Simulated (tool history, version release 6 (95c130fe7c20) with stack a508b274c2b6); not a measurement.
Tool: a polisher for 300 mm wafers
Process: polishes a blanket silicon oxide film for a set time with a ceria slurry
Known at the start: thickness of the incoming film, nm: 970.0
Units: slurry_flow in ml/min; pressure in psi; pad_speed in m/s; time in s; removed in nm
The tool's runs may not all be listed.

run,hour,slurry_flow,pressure,pad_speed,time,removed
1,0.0,245,3.9,1.00,82,469.08
2,1.1,205,3.9,1.00,82,448.12
3,2.1,205,4.2,1.00,82,488.43
4,2.6,205,4.2,1.18,82,566.60
5,9.8,230,4.5,1.18,82,607.01
6,15.5,235,4.8,1.18,82,638.94
7,21.6,235,5.1,1.18,82,682.79

Run 8 comes next. What will it give?
8,25.8,235,5.3,1.18,82,?

removed: 708.88 nm
